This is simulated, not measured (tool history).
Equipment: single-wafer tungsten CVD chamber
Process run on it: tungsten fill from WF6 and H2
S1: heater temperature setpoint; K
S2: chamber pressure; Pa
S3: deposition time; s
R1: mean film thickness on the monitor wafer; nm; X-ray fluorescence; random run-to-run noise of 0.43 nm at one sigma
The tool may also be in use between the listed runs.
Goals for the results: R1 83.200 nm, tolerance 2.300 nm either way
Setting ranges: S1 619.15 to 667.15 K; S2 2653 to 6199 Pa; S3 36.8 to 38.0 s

run  hour      S1    S2    S3      R1
  1   0.0  643.15  4426  36.8  60.863
  2   0.5  647.15  4453  36.8  65.947
  3   6.4  647.15  5120  36.8  71.665
  4   9.4  641.15  5120  36.8  64.646
  5  16.4  645.15  5146  36.8  69.233
  6  22.4  648.15  5160  36.8  73.197
  7  28.7  650.15  5173  36.8  76.131
  8  30.3  651.15  5186  36.8  77.676
  9  31.3  652.15  5200  36.8  78.957

Next run, 4 choices. One meets every target within its allowed miss, the rest don't. Which?
  A  32.3  649.15  5133  38.0   ?
  B  32.3  643.15  6146  37.0   ?
  C  32.3  648.15  5480  36.8   ?
  D  32.3  654.15  5053  37.7   ?

move      R1
   A  76.984
   B  74.942
   C  76.262
   D  82.770
A: misses by more than the last run did
B: misses by more than the last run did
C: misses by more than the last run did
D: meets every target
D is the move that brings every result within its allowed miss.
